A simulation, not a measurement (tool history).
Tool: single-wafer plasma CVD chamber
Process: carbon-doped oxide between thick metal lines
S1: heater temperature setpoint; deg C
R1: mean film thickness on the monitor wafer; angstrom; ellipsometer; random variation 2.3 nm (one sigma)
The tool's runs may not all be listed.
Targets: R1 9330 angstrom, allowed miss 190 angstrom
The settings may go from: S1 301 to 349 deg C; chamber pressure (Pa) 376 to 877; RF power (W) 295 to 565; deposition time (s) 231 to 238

{"run": 1, "hour": 0.0, "S1": 325, "chamber pressure (Pa)": 627, "RF power (W)": 430, "deposition time (s)": 231, "R1": 10519}
{"run": 2, "hour": 7.4, "S1": 327, "chamber pressure (Pa)": 605, "RF power (W)": 425, "deposition time (s)": 231, "R1": 10278}
{"run": 3, "hour": 10.5, "S1": 329, "chamber pressure (Pa)": 589, "RF power (W)": 425, "deposition time (s)": 231, "R1": 10148}
{"run": 4, "hour": 18.2, "S1": 331, "chamber pressure (Pa)": 577, "RF power (W)": 425, "deposition time (s)": 231, "R1": 9969.6}
{"run": 5, "hour": 22.0, "S1": 332, "chamber pressure (Pa)": 571, "RF power (W)": 425, "deposition time (s)": 231, "R1": 9952.9}
{"run": 6, "hour": 28.3, "S1": 332, "chamber pressure (Pa)": 571, "RF power (W)": 425, "deposition time (s)": 238, "R1": 10240}
{"run": 7, "hour": 35.5, "S1": 334, "chamber pressure (Pa)": 560, "RF power (W)": 425, "deposition time (s)": 238, "R1": 10146}
{"run": 8, "hour": 41.8, "S1": 334, "chamber pressure (Pa)": 560, "RF power (W)": 425, "deposition time (s)": 238, "R1": 10132}
{"run": 9, "hour": 42.8, "S1": 336, "chamber pressure (Pa)": 551, "RF power (W)": 425, "deposition time (s)": 238, "R1": 9973.1}

5 next moves are on the table. One of them brings every result within its allowed miss. Which?
{"run": "A", "hour": 43.8, "S1": 336, "chamber pressure (Pa)": 531, "RF power (W)": 480, "deposition time (s)": 237, "R1": "?"}
{"run": "B", "hour": 43.8, "S1": 341, "chamber pressure (Pa)": 416, "RF power (W)": 415, "deposition time (s)": 238, "R1": "?"}
{"run": "C", "hour": 43.8, "S1": 325, "chamber pressure (Pa)": 644, "RF power (W)": 400, "deposition time (s)": 232, "R1": "?"}
{"run": "D", "hour": 43.8, "S1": 307, "chamber pressure (Pa)": 620, "RF power (W)": 395, "deposition time (s)": 236, "R1": "?"}
{"run": "E", "hour": 43.8, "S1": 334, "chamber pressure (Pa)": 487, "RF power (W)": 450, "deposition time (s)": 238, "R1": "?"}

move=A R1=10706
move=B R1=9269.9
move=C R1=10143
move=D R1=10943
move=E R1=10228
A: further off than the last run
B: meets every target
C: further off than the last run
D: further off than the last run
E: further off than the last run
The right move is B.

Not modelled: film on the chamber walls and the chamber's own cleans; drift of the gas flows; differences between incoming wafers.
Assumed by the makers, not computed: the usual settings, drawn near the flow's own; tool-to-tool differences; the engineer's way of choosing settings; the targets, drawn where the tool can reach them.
